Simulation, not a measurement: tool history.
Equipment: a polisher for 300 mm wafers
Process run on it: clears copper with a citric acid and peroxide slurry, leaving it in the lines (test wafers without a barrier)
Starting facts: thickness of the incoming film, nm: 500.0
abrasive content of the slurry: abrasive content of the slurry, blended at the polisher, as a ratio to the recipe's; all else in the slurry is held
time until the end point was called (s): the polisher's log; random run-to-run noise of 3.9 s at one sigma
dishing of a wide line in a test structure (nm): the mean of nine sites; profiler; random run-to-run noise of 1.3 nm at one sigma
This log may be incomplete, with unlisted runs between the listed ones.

| run | hour | flow of slurry (ml/min) | pressure of the wafer on the pad (psi) | speed of the pad under the wafer (cm/s) | abrasive content of the slurry | overpolish time after the end point (s) | time until the end point was called (s) | dishing of a wide line in a test structure (nm) |
|---|---|---|---|---|---|---|---|---|
| 1 | 0 | 170 | 4.2 | 134 | 1 | 26 | 136.51 | 53.218 |
| 2 | 1.2 | 170 | 3.9 | 132 | 1 | 28 | 148.07 | 55.695 |
| 3 | 7 | 170 | 3.6 | 132 | 1 | 29 | 161.69 | 54.016 |
| 4 | 14.5 | 170 | 3.4 | 132 | 1 | 30 | 166.1 | 53.152 |
| 5 | 22.1 | 170 | 3.2 | 132 | 1 | 31 | 179.18 | 51.308 |
| 6 | 28.4 | 170 | 3.2 | 132 | 1 | 23 | 180.7 | 40.415 |

Run 7, settings as shown, results not yet in. Your forecast:
| 7 | 36.9 | 170 | 3 | 130 | 1 | 25 | ? | ? |

For run 7 the tool returned time until the end point was called (s) 189.37, dishing of a wide line in a test structure (nm) 43.199.
